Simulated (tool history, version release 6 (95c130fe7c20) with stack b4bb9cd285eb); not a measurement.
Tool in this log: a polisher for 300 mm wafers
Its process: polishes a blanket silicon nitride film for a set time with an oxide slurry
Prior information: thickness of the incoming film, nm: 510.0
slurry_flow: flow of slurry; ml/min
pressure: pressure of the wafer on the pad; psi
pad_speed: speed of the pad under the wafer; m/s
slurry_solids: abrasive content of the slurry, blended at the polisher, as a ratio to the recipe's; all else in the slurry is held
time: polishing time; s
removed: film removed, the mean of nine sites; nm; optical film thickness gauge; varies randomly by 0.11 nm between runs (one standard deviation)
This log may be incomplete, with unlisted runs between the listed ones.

Run 1, day 0.000: slurry_flow 155 ml/min, pressure 3.9 psi, pad_speed 0.86 m/s, slurry_solids 1.0, time 51 s. Result: removed 28.145 nm.
Run 2, day 0.375: slurry_flow 155 ml/min, pressure 3.9 psi, pad_speed 0.70 m/s, slurry_solids 1.0, time 51 s. Result: removed 23.588 nm.
Run 3, day 0.471: slurry_flow 145 ml/min, pressure 3.7 psi, pad_speed 0.70 m/s, slurry_solids 1.0, time 51 s. Result: removed 22.347 nm.
Run 4, day 0.671: slurry_flow 140 ml/min, pressure 3.5 psi, pad_speed 0.70 m/s, slurry_solids 1.0, time 51 s. Result: removed 21.234 nm.
Run 5, day 0.967: slurry_flow 115 ml/min, pressure 3.5 psi, pad_speed 0.70 m/s, slurry_solids 1.0, time 51 s. Result: removed 20.161 nm.
Run 6, day 1.117: slurry_flow 115 ml/min, pressure 4.4 psi, pad_speed 0.70 m/s, slurry_solids 1.0, time 51 s. Result: removed 25.313 nm.
Run 7, day 1.229: slurry_flow 110 ml/min, pressure 4.1 psi, pad_speed 0.70 m/s, slurry_solids 1.0, time 51 s. Result: removed 23.729 nm.
Run 8, day 1.417: slurry_flow 105 ml/min, pressure 3.8 psi, pad_speed 0.70 m/s, slurry_solids 1.0, time 51 s. Result: removed 21.743 nm.
Run 9, day 1.479: slurry_flow 105 ml/min, pressure 3.8 psi, pad_speed 0.70 m/s, slurry_solids 1.0, time 51 s. Result: removed 22.126 nm.

Run 10 comes next. What will it give?
Run 10, day 1.683: slurry_flow 100 ml/min, pressure 3.1 psi, pad_speed 0.70 m/s, slurry_solids 1.0, time 51 s. Result: removed ?.

Run 10 gave removed 17.951 nm.
